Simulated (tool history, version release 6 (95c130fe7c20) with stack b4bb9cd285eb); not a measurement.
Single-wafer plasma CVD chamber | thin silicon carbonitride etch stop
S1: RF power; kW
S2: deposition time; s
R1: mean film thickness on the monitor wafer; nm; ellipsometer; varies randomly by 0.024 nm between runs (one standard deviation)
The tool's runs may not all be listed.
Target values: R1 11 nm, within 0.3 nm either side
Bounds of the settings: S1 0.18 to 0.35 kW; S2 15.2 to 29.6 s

run	hour	S1	S2	R1
1	0	0.265	22.4	14.057
2	2	0.26	21.8	13.685
3	6.3	0.26	24.3	15.213
4	14.2	0.255	23.5	14.643
5	17.9	0.255	20.3	12.672
6	19.9	0.28	20.3	13.023
7	27	0.275	19.9	12.654
8	31.6	0.275	19.9	12.676
9	35	0.27	19.6	12.438
10	42.2	0.265	19.3	12.145
11	42.9	0.26	19.2	12.036

Exercise: of the 4 proposed moves below, exactly one satisfies all targets within the stated allowed misses. Which move is it?
A	43.6	0.265	18.8	?
B	43.6	0.31	17.7	?
C	43.6	0.335	16.5	?
D	43.6	0.245	16.7	?

move	R1
A	11.845
B	11.611
C	11.045
D	10.315
A: an improvement on the last run, though not all results are within tolerance
B: an improvement on the last run, though not all results are within tolerance
C: every result lands within tolerance
D: takes the result that was furthest off past its target
Move C is the one to make.
